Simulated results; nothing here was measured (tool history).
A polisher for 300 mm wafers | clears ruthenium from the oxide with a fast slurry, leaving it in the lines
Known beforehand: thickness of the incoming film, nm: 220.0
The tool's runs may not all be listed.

run  hour  flow of slurry (ml/min)  pressure of the wafer on the pad (psi)  speed of the pad under the wafer (m/s)  abrasive content of the slurry  overpolish time after the end point (s)  time until the end point was called (s)  dishing of a wide line in a test structure (Å)
  1   0.0                      225                                     1.7                                    0.98                             1.0                                       25                                   80.587                                          531.49
  2   8.1                      225                                     1.7                                    0.98                             1.0                                       20                                   76.867                                          421.17
  3  16.3                      225                                     1.7                                    1.14                             1.0                                       20                                   66.704                                          503.58
  4  21.8                      225                                     1.6                                    1.12                             1.0                                       17                                   72.119                                          400.14
  5  28.1                      260                                     1.6                                    1.12                             1.0                                       17                                   72.179                                          419.87
  6  30.0                      315                                     1.6                                    1.12                             1.0                                       17                                   71.442                                          432.97
  7  37.5                      310                                     1.5                                    1.12                             1.0                                       14                                   75.017                                          338.97

Run 8, settings as shown, results not yet in. Your forecast:
  8  38.3                      310                                     1.4                                    1.12                             1.0                                       13                                        ?                                               ?

{"run 8": {"time until the end point was called (s)": 76.298, "dishing of a wide line in a test structure (Å)": 302.83}}

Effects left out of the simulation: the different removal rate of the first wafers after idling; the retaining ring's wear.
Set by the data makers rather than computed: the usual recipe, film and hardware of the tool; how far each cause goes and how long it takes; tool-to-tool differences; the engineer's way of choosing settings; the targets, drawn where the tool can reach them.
